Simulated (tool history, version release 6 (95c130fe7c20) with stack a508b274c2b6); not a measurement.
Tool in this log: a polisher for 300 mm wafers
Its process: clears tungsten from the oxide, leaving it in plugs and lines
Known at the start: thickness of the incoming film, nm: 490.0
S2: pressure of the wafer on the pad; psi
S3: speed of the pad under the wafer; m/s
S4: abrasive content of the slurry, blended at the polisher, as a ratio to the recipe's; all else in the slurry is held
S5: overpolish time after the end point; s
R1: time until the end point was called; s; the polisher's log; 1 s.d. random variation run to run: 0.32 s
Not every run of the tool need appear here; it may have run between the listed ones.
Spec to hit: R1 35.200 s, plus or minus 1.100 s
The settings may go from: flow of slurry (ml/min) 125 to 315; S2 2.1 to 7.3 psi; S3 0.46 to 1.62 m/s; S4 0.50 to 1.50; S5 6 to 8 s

{"run": 1, "day": 0.0, "flow of slurry (ml/min)": 205, "S2": 4.7, "S3": 1.04, "S4": 1.0, "S5": 8, "R1": 72.453}
{"run": 2, "day": 0.371, "flow of slurry (ml/min)": 205, "S2": 4.7, "S3": 1.04, "S4": 1.0, "S5": 8, "R1": 73.538}
{"run": 3, "day": 0.708, "flow of slurry (ml/min)": 180, "S2": 4.7, "S3": 1.04, "S4": 1.0, "S5": 8, "R1": 74.329}
{"run": 4, "day": 0.758, "flow of slurry (ml/min)": 180, "S2": 5.7, "S3": 1.04, "S4": 1.0, "S5": 8, "R1": 61.102}
{"run": 5, "day": 0.792, "flow of slurry (ml/min)": 180, "S2": 5.7, "S3": 1.04, "S4": 1.2, "S5": 8, "R1": 59.43}
{"run": 6, "day": 0.9, "flow of slurry (ml/min)": 150, "S2": 5.7, "S3": 1.04, "S4": 1.2, "S5": 8, "R1": 59.303}
{"run": 7, "day": 0.958, "flow of slurry (ml/min)": 150, "S2": 6.2, "S3": 1.1, "S4": 1.2, "S5": 8, "R1": 51.573}
{"run": 8, "day": 1.021, "flow of slurry (ml/min)": 150, "S2": 6.5, "S3": 1.16, "S4": 1.2, "S5": 8, "R1": 47.922}
{"run": 9, "day": 1.388, "flow of slurry (ml/min)": 150, "S2": 6.8, "S3": 1.24, "S4": 1.2, "S5": 8, "R1": 42.646}
{"run": 10, "day": 1.421, "flow of slurry (ml/min)": 150, "S2": 7.0, "S3": 1.28, "S4": 1.2, "S5": 8, "R1": 40.183}
{"run": 11, "day": 1.467, "flow of slurry (ml/min)": 150, "S2": 7.1, "S3": 1.32, "S4": 1.2, "S5": 8, "R1": 38.88}
{"run": 12, "day": 1.821, "flow of slurry (ml/min)": 150, "S2": 7.2, "S3": 1.36, "S4": 1.2, "S5": 8, "R1": 37.231}
{"run": 13, "day": 1.862, "flow of slurry (ml/min)": 150, "S2": 7.2, "S3": 1.38, "S4": 1.2, "S5": 8, "R1": 36.345}

Below are 4 possible settings for the next run. Only one of them brings all results inside the allowed miss of their targets. Which is it?
{"run": "A", "day": 1.904, "flow of slurry (ml/min)": 140, "S2": 7.3, "S3": 1.48, "S4": 1.05, "S5": 6, "R1": "?"}
{"run": "B", "day": 1.904, "flow of slurry (ml/min)": 135, "S2": 7.3, "S3": 1.28, "S4": 1.4, "S5": 8, "R1": "?"}
{"run": "C", "day": 1.904, "flow of slurry (ml/min)": 245, "S2": 6.6, "S3": 1.34, "S4": 1.25, "S5": 6, "R1": "?"}
{"run": "D", "day": 1.904, "flow of slurry (ml/min)": 140, "S2": 7.0, "S3": 1.42, "S4": 1.15, "S5": 7, "R1": "?"}

move=A R1=35.636
move=B R1=37.574
move=C R1=37.892
move=D R1=37.507
A: all results in spec
B: misses by more than the last run did
C: misses by more than the last run did
D: misses by more than the last run did
A meets every target.
